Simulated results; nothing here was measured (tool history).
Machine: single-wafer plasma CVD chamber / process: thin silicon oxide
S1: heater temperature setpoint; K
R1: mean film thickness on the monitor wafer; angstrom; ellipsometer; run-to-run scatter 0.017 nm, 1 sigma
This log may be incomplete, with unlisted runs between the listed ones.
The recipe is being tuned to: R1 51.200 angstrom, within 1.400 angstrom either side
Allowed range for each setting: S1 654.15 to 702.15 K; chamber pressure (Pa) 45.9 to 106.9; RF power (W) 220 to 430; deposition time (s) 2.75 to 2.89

{"run": 1, "hour": 0.0, "S1": 678.15, "chamber pressure (Pa)": 76.4, "RF power (W)": 325, "deposition time (s)": 2.89, "R1": 36.837}
{"run": 2, "hour": 1.0, "S1": 678.15, "chamber pressure (Pa)": 76.4, "RF power (W)": 325, "deposition time (s)": 2.75, "R1": 35.198}
{"run": 3, "hour": 2.4, "S1": 678.15, "chamber pressure (Pa)": 63.7, "RF power (W)": 325, "deposition time (s)": 2.75, "R1": 29.663}
{"run": 4, "hour": 9.6, "S1": 678.15, "chamber pressure (Pa)": 68.7, "RF power (W)": 325, "deposition time (s)": 2.75, "R1": 31.987}
{"run": 5, "hour": 16.6, "S1": 683.15, "chamber pressure (Pa)": 68.7, "RF power (W)": 325, "deposition time (s)": 2.75, "R1": 31.791}
{"run": 6, "hour": 22.7, "S1": 683.15, "chamber pressure (Pa)": 72.9, "RF power (W)": 325, "deposition time (s)": 2.75, "R1": 33.745}
{"hour": 30.4, "done": "thermocouple changed; heater temperature recalibrated"}
{"run": 7, "hour": 30.4, "S1": 683.15, "chamber pressure (Pa)": 76.7, "RF power (W)": 325, "deposition time (s)": 2.75, "R1": 35.075}
{"run": 8, "hour": 34.5, "S1": 683.15, "chamber pressure (Pa)": 92.0, "RF power (W)": 340, "deposition time (s)": 2.77, "R1": 42.986}
{"run": 9, "hour": 38.1, "S1": 683.15, "chamber pressure (Pa)": 93.7, "RF power (W)": 340, "deposition time (s)": 2.77, "R1": 43.761}
{"run": 10, "hour": 45.6, "S1": 683.15, "chamber pressure (Pa)": 95.3, "RF power (W)": 340, "deposition time (s)": 2.77, "R1": 44.721}
{"run": 11, "hour": 51.7, "S1": 683.15, "chamber pressure (Pa)": 95.3, "RF power (W)": 340, "deposition time (s)": 2.77, "R1": 44.615}
{"run": 12, "hour": 55.3, "S1": 683.15, "chamber pressure (Pa)": 96.8, "RF power (W)": 340, "deposition time (s)": 2.77, "R1": 45.282}
{"run": 13, "hour": 63.0, "S1": 683.15, "chamber pressure (Pa)": 96.8, "RF power (W)": 340, "deposition time (s)": 2.77, "R1": 45.02}
{"run": 14, "hour": 65.6, "S1": 683.15, "chamber pressure (Pa)": 98.0, "RF power (W)": 340, "deposition time (s)": 2.77, "R1": 45.93}
{"run": 15, "hour": 66.9, "S1": 683.15, "chamber pressure (Pa)": 106.5, "RF power (W)": 345, "deposition time (s)": 2.77, "R1": 49.575}

Pick the move, out of 5, that brings all results within their allowed miss; only one does.
{"run": "A", "hour": 68.2, "S1": 678.15, "chamber pressure (Pa)": 102.5, "RF power (W)": 325, "deposition time (s)": 2.75, "R1": "?"}
{"run": "B", "hour": 68.2, "S1": 681.15, "chamber pressure (Pa)": 101.5, "RF power (W)": 345, "deposition time (s)": 2.75, "R1": "?"}
{"run": "C", "hour": 68.2, "S1": 683.15, "chamber pressure (Pa)": 106.9, "RF power (W)": 325, "deposition time (s)": 2.75, "R1": "?"}
{"run": "D", "hour": 68.2, "S1": 670.15, "chamber pressure (Pa)": 101.1, "RF power (W)": 425, "deposition time (s)": 2.75, "R1": "?"}
{"run": "E", "hour": 68.2, "S1": 686.15, "chamber pressure (Pa)": 102.1, "RF power (W)": 350, "deposition time (s)": 2.75, "R1": "?"}

move=A R1=46.534
move=B R1=47.251
move=C R1=48.145
move=D R1=51.554
move=E R1=47.711
A: lands further from the targets than the last run did
B: lands further from the targets than the last run did
C: lands further from the targets than the last run did
D: every result lands within tolerance
E: lands further from the targets than the last run did
Go with D: it meets all targets.

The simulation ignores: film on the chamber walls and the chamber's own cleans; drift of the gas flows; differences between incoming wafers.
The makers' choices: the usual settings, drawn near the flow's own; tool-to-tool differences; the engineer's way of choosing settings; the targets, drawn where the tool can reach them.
